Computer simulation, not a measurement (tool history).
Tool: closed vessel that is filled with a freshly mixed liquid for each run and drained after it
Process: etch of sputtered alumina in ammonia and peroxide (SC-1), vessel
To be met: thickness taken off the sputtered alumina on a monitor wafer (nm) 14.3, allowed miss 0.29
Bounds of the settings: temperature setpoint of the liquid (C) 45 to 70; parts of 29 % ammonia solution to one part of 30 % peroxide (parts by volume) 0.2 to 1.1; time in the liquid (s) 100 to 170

run	hour	temperature setpoint of the liquid (C)	parts of 29 % ammonia solution to one part of 30 % peroxide (parts by volume)	time in the liquid (s)	thickness taken off the sputtered alumina on a monitor wafer (nm)
1	0	61	0.6	170	11.973
2	2.5	62	0.6	170	12.443
3	6.3	62	0.5	170	12.297
4	12.8	62	0.65	170	12.643
5	21.5	62.5	0.65	170	12.883
6	24.2	63	0.65	170	13.3
7	26.7	63.5	0.65	170	13.628
8	31.8	64	0.65	170	13.902

Which of these 4 next moves meets every target?
A	36.9	63.5	0.65	170	?
B	36.9	64	0.5	170	?
C	36.9	65	0.9	170	?
D	36.9	64	0.85	170	?

move	thickness taken off the sputtered alumina on a monitor wafer (nm)
A	13.561
B	13.565
C	15.07
D	14.261
A: further off than the last run
B: further off than the last run
C: takes the result that was furthest off past its target
D: meets every target
Move D is the one to make.
